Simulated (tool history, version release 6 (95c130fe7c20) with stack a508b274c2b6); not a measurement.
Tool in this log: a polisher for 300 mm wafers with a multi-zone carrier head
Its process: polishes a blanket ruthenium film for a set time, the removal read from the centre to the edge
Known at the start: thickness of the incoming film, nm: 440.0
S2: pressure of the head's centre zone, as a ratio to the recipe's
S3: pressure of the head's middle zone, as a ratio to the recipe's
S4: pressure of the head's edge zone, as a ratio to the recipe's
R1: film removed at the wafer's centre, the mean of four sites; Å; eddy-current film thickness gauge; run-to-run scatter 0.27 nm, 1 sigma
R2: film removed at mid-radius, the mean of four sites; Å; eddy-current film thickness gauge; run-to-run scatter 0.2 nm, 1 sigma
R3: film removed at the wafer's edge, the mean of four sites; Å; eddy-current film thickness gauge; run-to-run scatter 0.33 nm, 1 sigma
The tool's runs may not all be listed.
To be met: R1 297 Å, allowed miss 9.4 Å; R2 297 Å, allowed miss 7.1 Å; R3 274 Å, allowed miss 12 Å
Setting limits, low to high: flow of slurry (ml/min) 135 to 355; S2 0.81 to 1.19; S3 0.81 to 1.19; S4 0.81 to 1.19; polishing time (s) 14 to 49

run 1 hour=0 | flow_of_slurry_(ml/min)=225 S2=1 S3=1 S4=1 polishing_time_(s)=31 | R1=530.78 R2=533.35 R3=532.79
run 2 hour=2.2 | flow_of_slurry_(ml/min)=225 S2=0.96 S3=1 S4=1 polishing_time_(s)=31 | R1=508.78 R2=534.82 R3=527.46
run 3 hour=3.7 | flow_of_slurry_(ml/min)=225 S2=0.9 S3=1 S4=1 polishing_time_(s)=31 | R1=471.74 R2=530.06 R3=528.03
run 4 hour=9.2 | flow_of_slurry_(ml/min)=195 S2=0.9 S3=1 S4=1 polishing_time_(s)=31 | R1=461.94 R2=516.91 R3=515.56
run 5 hour=17.8 | flow_of_slurry_(ml/min)=190 S2=0.92 S3=1 S4=0.96 polishing_time_(s)=27 | R1=414.73 R2=457.2 R3=439.07
run 6 hour=21.3 | flow_of_slurry_(ml/min)=190 S2=0.85 S3=1 S4=0.96 polishing_time_(s)=27 | R1=379.13 R2=450.55 R3=427.48
run 7 hour=25.9 | flow_of_slurry_(ml/min)=190 S2=0.87 S3=0.98 S4=0.93 polishing_time_(s)=25 | R1=365.35 R2=417.89 R3=405.02
run 8 hour=32.8 | flow_of_slurry_(ml/min)=180 S2=0.9 S3=0.98 S4=0.9 polishing_time_(s)=23 | R1=335.54 R2=381.25 R3=348.32

Exactly one of the 4 candidate moves below puts every result within its allowed miss. Which one?
run A hour=39.7 | flow_of_slurry_(ml/min)=140 S2=0.81 S3=1.1 S4=0.85 polishing_time_(s)=32 | R1=? R2=? R3=?
run B hour=39.7 | flow_of_slurry_(ml/min)=200 S2=0.82 S3=0.91 S4=1.02 polishing_time_(s)=29 | R1=? R2=? R3=?
run C hour=39.7 | flow_of_slurry_(ml/min)=230 S2=0.98 S3=0.94 S4=0.81 polishing_time_(s)=18 | R1=? R2=? R3=?
run D hour=39.7 | flow_of_slurry_(ml/min)=145 S2=0.95 S3=1 S4=0.9 polishing_time_(s)=20 | R1=? R2=? R3=?

move=A R1=397.67 R2=533.36 R3=465.15
move=B R1=395.51 R2=465.38 R3=483.25
move=C R1=300.8 R2=300.21 R3=274.7
move=D R1=294.64 R2=317.53 R3=300.21
A: further off than the last run
B: further off than the last run
C: all results land within tolerance of their targets
D: nearer than the last run, and not there yet
C meets every target.
